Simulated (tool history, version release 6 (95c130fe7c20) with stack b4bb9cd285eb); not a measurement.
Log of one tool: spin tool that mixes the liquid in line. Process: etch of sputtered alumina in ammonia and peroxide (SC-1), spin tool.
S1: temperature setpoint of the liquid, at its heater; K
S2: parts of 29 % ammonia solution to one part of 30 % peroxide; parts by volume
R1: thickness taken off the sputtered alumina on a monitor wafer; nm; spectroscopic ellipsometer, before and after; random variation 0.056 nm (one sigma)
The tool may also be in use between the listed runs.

Run 1, day 0.000: S1 327.15 K, S2 0.9 parts by volume, time under the liquid (s) 95. Result: R1 7.0830 nm.
Run 2, day 0.179: S1 328.65 K, S2 0.9 parts by volume, time under the liquid (s) 95. Result: R1 7.6664 nm.
Run 3, day 0.421: S1 329.65 K, S2 0.9 parts by volume, time under the liquid (s) 95. Result: R1 8.0788 nm.
Run 4, day 0.504: S1 329.65 K, S2 0.9 parts by volume, time under the liquid (s) 95. Result: R1 8.0951 nm.
Run 5, day 0.783: S1 330.65 K, S2 0.9 parts by volume, time under the liquid (s) 95. Result: R1 8.5485 nm.
Run 6, day 0.992: S1 331.65 K, S2 0.9 parts by volume, time under the liquid (s) 95. Result: R1 8.9593 nm.
Run 7, day 1.300: S1 332.15 K, S2 0.9 parts by volume, time under the liquid (s) 95. Result: R1 9.1947 nm.
Run 8, day 1.500: S1 332.65 K, S2 0.9 parts by volume, time under the liquid (s) 95. Result: R1 9.5220 nm.
Run 9, day 1.804: S1 333.15 K, S2 0.9 parts by volume, time under the liquid (s) 95. Result: R1 9.6617 nm.

Run 10 comes next. What will it give?
Run 10, day 2.179: S1 333.65 K, S2 0.9 parts by volume, time under the liquid (s) 95. Result: R1 ?.

{"run 10": {"R1": 9.9551}}
